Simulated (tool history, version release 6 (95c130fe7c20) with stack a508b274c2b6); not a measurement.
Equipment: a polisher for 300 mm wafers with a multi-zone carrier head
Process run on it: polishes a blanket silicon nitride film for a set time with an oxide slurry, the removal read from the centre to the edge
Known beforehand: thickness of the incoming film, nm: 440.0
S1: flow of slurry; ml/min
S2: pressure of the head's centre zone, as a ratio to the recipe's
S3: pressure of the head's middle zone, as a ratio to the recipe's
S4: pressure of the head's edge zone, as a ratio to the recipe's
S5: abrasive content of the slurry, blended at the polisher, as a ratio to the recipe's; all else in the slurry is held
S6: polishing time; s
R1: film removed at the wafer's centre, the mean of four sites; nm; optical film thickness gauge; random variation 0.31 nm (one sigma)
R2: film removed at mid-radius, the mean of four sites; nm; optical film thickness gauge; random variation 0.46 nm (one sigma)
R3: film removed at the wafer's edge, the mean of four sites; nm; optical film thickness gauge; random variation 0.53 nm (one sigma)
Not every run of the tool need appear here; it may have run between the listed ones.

run	hour	S1	S2	S3	S4	S5	S6	R1	R2	R3
1	0	185	1	1	1	1	49	30.064	30.093	30.646
2	5.5	190	1.01	0.99	1.02	1	49	30.565	30.187	31.714
3	7.2	190	1.01	0.95	1.02	1	49	30.581	28.402	32.002
4	13.9	195	1.02	0.95	1.03	1	49	31.316	28.311	31.924
5	16.3	200	1.03	0.95	1.04	1	49	31.517	29.071	30.872
6	24.2	195	1.03	0.94	1.04	1.05	49	32.246	29.29	32.204
7	25.5	195	1.03	0.93	1.04	1.1	49	32.73	28.216	32.636

Run 8 comes next. What will it give?
8	31.1	195	1.03	0.93	1.04	1.15	49	?	?	?

Run 8 gave R1 33.007 nm, R2 29.6 nm, R3 33.713 nm.
